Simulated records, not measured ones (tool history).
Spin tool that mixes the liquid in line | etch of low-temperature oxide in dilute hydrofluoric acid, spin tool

run	day	temperature setpoint of the liquid (C)	parts of water to one part of 49 % hydrofluoric acid (parts by volume)	time under the liquid (s)	thickness taken off the low-temperature oxide on a monitor wafer (angstrom)
1	0	24	100	100	245.44
2	0.354	25.5	100	100	258.3
3	0.533	26.5	95	100	288.15
4	0.833	26.5	95	100	288.06
5	1.117	26.5	95	110	316.09
6	1.229	26.5	95	110	316.75
7	1.317	27.5	90	110	348.55
8	1.475	31.5	65	110	588.54
9	1.562	31	65	110	577.11
10	1.854	30.5	65	110	563.45

For run 11, what comes out?
11	2.108	30.5	65	110	?

{"run 11": {"thickness taken off the low-temperature oxide on a monitor wafer (angstrom)": 561.08}}

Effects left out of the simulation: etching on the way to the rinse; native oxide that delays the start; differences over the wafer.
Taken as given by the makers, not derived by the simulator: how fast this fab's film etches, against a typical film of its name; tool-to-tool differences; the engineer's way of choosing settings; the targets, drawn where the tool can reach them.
